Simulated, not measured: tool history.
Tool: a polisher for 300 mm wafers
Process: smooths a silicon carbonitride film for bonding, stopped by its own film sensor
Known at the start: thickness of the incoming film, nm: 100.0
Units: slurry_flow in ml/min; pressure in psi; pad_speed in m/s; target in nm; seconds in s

run 1 hour=0 | slurry_flow=200 pressure=2.1 pad_speed=0.7 slurry_solids=1 target=87 | seconds=56.674
run 2 hour=1.6 | slurry_flow=200 pressure=2 pad_speed=0.68 slurry_solids=1 target=87 | seconds=61.202
run 3 hour=5.4 | slurry_flow=200 pressure=2 pad_speed=0.68 slurry_solids=0.85 target=87 | seconds=66.518
run 4 hour=7.3 | slurry_flow=200 pressure=2 pad_speed=0.68 slurry_solids=1 target=87 | seconds=62.393
run 5 hour=15.4 | slurry_flow=200 pressure=2 pad_speed=0.68 slurry_solids=0.8 target=87 | seconds=69.604
run 6 hour=18.8 | slurry_flow=200 pressure=1.9 pad_speed=0.68 slurry_solids=0.8 target=87 | seconds=73.575
run 7 hour=23.9 | slurry_flow=200 pressure=1.8 pad_speed=0.68 slurry_solids=0.8 target=87 | seconds=77.615
run 8 hour=24.4 | slurry_flow=200 pressure=1.7 pad_speed=0.68 slurry_solids=0.8 target=87 | seconds=81.545
run 9 hour=29.9 | slurry_flow=200 pressure=1.6 pad_speed=0.68 slurry_solids=0.8 target=87 | seconds=85.149

Run 10 comes next. What will it give?
run 10 hour=36.6 | slurry_flow=200 pressure=1.5 pad_speed=0.68 slurry_solids=0.8 target=87 | seconds=?

{"run 10": {"seconds": 88.768}}
